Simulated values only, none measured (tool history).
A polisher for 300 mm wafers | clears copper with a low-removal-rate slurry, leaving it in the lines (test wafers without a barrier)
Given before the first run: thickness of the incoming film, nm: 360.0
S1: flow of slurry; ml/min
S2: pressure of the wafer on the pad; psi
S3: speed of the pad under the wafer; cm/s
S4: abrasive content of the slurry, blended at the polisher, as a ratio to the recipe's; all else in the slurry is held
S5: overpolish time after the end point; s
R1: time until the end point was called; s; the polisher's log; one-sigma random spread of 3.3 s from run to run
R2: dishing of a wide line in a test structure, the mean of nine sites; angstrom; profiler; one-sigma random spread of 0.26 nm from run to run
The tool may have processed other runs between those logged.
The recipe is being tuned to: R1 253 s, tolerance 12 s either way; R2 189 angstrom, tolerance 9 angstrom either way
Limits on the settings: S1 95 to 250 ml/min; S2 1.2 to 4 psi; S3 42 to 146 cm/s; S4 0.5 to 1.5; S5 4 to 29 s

{"run": 1, "day": 0.0, "S1": 160, "S2": 2.6, "S3": 94, "S4": 1, "S5": 15, "R1": 173.43, "R2": 247.89}
{"run": 2, "day": 0.2, "S1": 155, "S2": 2.3, "S3": 94, "S4": 1, "S5": 15, "R1": 189.42, "R2": 225.99}
{"run": 3, "day": 0.354, "S1": 130, "S2": 2.3, "S3": 94, "S4": 1, "S5": 15, "R1": 193.68, "R2": 214.46}
{"run": 4, "day": 0.429, "S1": 130, "S2": 2.7, "S3": 94, "S4": 1, "S5": 15, "R1": 167.1, "R2": 256.93}
{"run": 5, "day": 0.617, "S1": 130, "S2": 2.4, "S3": 92, "S4": 1, "S5": 16, "R1": 188.38, "R2": 229.91}
{"run": 6, "day": 0.683, "S1": 130, "S2": 2.4, "S3": 92, "S4": 1, "S5": 19, "R1": 191.92, "R2": 270.78}
{"run": 7, "day": 0.883, "S1": 130, "S2": 2.2, "S3": 92, "S4": 1, "S5": 19, "R1": 204.42, "R2": 253.68}
{"run": 8, "day": 1.25, "S1": 130, "S2": 2.2, "S3": 92, "S4": 1, "S5": 19, "R1": 207.72, "R2": 250.95}
{"run": 9, "day": 1.417, "S1": 135, "S2": 1.6, "S3": 92, "S4": 1, "S5": 17, "R1": 285.34, "R2": 176.5}

Which of these 4 next moves meets every target?
{"run": "A", "day": 1.583, "S1": 130, "S2": 1.5, "S3": 98, "S4": 1, "S5": 19, "R1": "?", "R2": "?"}
{"run": "B", "day": 1.583, "S1": 130, "S2": 1.5, "S3": 84, "S4": 1, "S5": 20, "R1": "?", "R2": "?"}
{"run": "C", "day": 1.583, "S1": 125, "S2": 1.9, "S3": 66, "S4": 0.95, "S5": 21, "R1": "?", "R2": "?"}
{"run": "D", "day": 1.583, "S1": 135, "S2": 1.7, "S3": 96, "S4": 1, "S5": 17, "R1": "?", "R2": "?"}

move=A R1=277.29 R2=191.05
move=B R1=321.96 R2=174.58
move=C R1=330.22 R2=179.74
move=D R1=249.9 R2=190.62
A: better than the last run, though not everything is in spec
B: further off than the last run
C: further off than the last run
D: all results land within tolerance of their targets
D meets every target.
